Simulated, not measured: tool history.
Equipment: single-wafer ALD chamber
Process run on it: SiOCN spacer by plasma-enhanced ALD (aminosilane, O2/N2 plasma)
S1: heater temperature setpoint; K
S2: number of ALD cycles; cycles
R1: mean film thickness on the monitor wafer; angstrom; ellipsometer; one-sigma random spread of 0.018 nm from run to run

run	day	S1	S2	R1
1	0.000	658.15	53	34.279
2	0.283	658.15	50	32.711
3	0.600	658.15	54	34.882
4	0.762	658.15	57	37.056
5	0.892	658.15	59	38.660
6	1.258	658.15	60	39.280
7	1.471	658.15	61	39.749
8	1.554	658.15	62	40.442

Run 9 has not been measured yet. What should we expect?
# day 1.896: thermocouple changed; heater temperature recalibrated
9	1.896	658.15	63	?

R1: 41.105 angstrom
